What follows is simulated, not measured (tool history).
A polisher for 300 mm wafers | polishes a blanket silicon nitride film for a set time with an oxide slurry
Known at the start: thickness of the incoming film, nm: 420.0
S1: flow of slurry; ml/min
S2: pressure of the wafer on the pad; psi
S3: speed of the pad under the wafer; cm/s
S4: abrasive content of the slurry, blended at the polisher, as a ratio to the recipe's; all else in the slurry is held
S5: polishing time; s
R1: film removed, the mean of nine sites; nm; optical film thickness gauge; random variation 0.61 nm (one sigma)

run  hour   S1   S2   S3   S4  S5      R1
  1   0.0  310  2.8  126  1.0  53  30.345
  2   0.5  310  3.0  126  1.0  53  33.706
  3   5.1  310  3.1  126  1.0  53  33.986
  4  11.3  310  3.1  126  1.0  55  35.517
  5  12.2  310  3.1  126  1.0  53  34.012
  6  17.0  310  3.3  126  1.0  53  35.871
  7  23.3  310  3.4  126  1.0  53  36.573

The next listed run, before its measurement:
  8  25.9  310  3.5  126  1.0  53   ?

{"run 8": {"R1": 37.518}}

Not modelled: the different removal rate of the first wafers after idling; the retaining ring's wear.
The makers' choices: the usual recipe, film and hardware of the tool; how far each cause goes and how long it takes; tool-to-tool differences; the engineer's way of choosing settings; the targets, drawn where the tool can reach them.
